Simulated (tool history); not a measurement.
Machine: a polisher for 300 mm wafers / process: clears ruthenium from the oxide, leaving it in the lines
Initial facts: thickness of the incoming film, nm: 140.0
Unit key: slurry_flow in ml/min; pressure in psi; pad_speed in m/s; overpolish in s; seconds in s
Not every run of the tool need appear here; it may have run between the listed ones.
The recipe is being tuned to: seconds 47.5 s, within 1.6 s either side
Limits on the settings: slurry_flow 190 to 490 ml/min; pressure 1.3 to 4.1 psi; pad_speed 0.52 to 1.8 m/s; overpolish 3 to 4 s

run  hour  slurry_flow  pressure  pad_speed  overpolish  seconds
  1     0          315       2.7       1.16           4   83.476
  2   4.1          315       2.9       1.16           4   78.409
  3  10.2          315       3.4       1.16           4   65.114
  4  16.4          315       2.9       1.16           4   78.088
  5  23.1          315       2.9       0.94           4   90.578
  6  26.5          315       2.9       1.06           4   84.077
  7  34.5          315       3.1       1.08           4   76.965
  8  37.6          315       3.2        1.1           4   73.533
  9  41.3          315       3.3       1.12           4   71.258
 10  48.4          320         4       1.32           4   50.105

Pick the move, out of 4, that brings all results within their allowed miss; only one does.
  A  55.5          315       3.9       1.38           3        ?
  B  55.5          310       4.1        1.5           4        ?
  C  55.5          450       4.1       1.34           4        ?
  D  55.5          275         4        1.3           4        ?

move  seconds
   A   50.783
   B   45.139
   C   48.211
   D   52.797
A: the biggest miss grows against the last run
B: pushes the last run's worst result past its target
C: every result lands within tolerance
D: the biggest miss grows against the last run
Answer: C
